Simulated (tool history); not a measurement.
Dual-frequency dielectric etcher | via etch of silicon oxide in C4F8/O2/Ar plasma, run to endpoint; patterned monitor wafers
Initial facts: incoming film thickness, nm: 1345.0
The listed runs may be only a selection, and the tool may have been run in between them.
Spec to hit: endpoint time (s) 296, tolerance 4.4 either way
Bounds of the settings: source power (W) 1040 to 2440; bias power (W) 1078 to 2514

run 1 hour=0 | source_power_(W)=1740 bias_power_(W)=1796 | endpoint_time_(s)=273.1
run 2 hour=2.8 | source_power_(W)=1740 bias_power_(W)=1602 | endpoint_time_(s)=283.7
run 3 hour=5.7 | source_power_(W)=2040 bias_power_(W)=1602 | endpoint_time_(s)=263.73
run 4 hour=9.8 | source_power_(W)=2040 bias_power_(W)=1428 | endpoint_time_(s)=271.41
run 5 hour=10.7 | source_power_(W)=2040 bias_power_(W)=1232 | endpoint_time_(s)=281.22
run 6 hour=16 | source_power_(W)=2010 bias_power_(W)=1229 | endpoint_time_(s)=283.87
run 7 hour=22.6 | source_power_(W)=1990 bias_power_(W)=1226 | endpoint_time_(s)=287.27
run 8 hour=23.3 | source_power_(W)=1980 bias_power_(W)=1225 | endpoint_time_(s)=287.41

Which one of the following 5 next-run settings gets every result inside its allowed miss? There is exactly one.
run A hour=24 | source_power_(W)=2150 bias_power_(W)=1078 | endpoint_time_(s)=?
run B hour=24 | source_power_(W)=1900 bias_power_(W)=1141 | endpoint_time_(s)=?
run C hour=24 | source_power_(W)=1880 bias_power_(W)=1347 | endpoint_time_(s)=?
run D hour=24 | source_power_(W)=1950 bias_power_(W)=1277 | endpoint_time_(s)=?
run E hour=24 | source_power_(W)=1700 bias_power_(W)=1571 | endpoint_time_(s)=?

move=A endpoint_time_(s)=286.25
move=B endpoint_time_(s)=297.79
move=C endpoint_time_(s)=287.5
move=D endpoint_time_(s)=286.8
move=E endpoint_time_(s)=288.51
A: lands further from the targets than the last run did
B: hits every target within its allowed miss
C: no nearer and no further than the last run
D: lands further from the targets than the last run did
E: better than the last run, though not everything is in spec
The move that meets every target is B.
